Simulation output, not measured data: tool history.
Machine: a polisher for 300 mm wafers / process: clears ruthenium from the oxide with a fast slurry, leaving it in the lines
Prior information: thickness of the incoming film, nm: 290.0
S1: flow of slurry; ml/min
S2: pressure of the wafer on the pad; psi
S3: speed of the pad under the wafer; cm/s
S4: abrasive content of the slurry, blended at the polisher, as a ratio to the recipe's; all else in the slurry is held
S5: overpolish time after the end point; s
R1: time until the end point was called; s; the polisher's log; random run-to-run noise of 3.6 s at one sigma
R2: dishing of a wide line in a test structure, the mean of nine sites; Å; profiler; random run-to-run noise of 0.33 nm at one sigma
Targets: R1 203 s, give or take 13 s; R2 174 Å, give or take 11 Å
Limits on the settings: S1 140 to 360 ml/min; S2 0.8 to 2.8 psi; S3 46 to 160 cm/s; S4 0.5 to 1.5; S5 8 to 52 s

run	day	S1	S2	S3	S4	S5	R1	R2
1	0	230	1.8	102	1	26	89.661	371.87
2	0.279	230	1.7	96	1	23	98.189	336.5
3	0.4	230	1.7	96	1	18	104.06	299.34
4	0.671	230	1.6	92	1	16	108.67	255.38
5	0.758	230	1.5	88	1	17	117.67	261.19
6	0.788	230	1.5	88	1	27	119.26	335.3
7	0.912	230	1.4	84	1	25	129.46	321.06
8	1.058	230	1.4	80	1	22	141.13	286.42
9	1.346	240	1.1	56	1.15	9	207.55	102.53
10	1.462	215	1.5	60	0.9	13	182.68	149.72
11	1.488	210	1.4	64	0.8	14	188.66	154.89

Which of these 4 next moves meets every target?
A	1.512	195	1.5	68	0.8	15	?	?
B	1.512	190	1.4	70	0.9	15	?	?
C	1.512	150	1.6	58	0.8	17	?	?
D	1.512	235	1.4	70	0.8	18	?	?

move	R1	R2
A	172.56	168.76
B	163.7	175.84
C	200.62	165.4
D	170.64	195.71
A: the furthest-off result lands on target, but another misses its tolerance
B: the furthest-off result lands on target, but another misses its tolerance
C: all results land within tolerance of their targets
D: takes the biggest miss from the last run beyond its target
The move that meets every target is C.

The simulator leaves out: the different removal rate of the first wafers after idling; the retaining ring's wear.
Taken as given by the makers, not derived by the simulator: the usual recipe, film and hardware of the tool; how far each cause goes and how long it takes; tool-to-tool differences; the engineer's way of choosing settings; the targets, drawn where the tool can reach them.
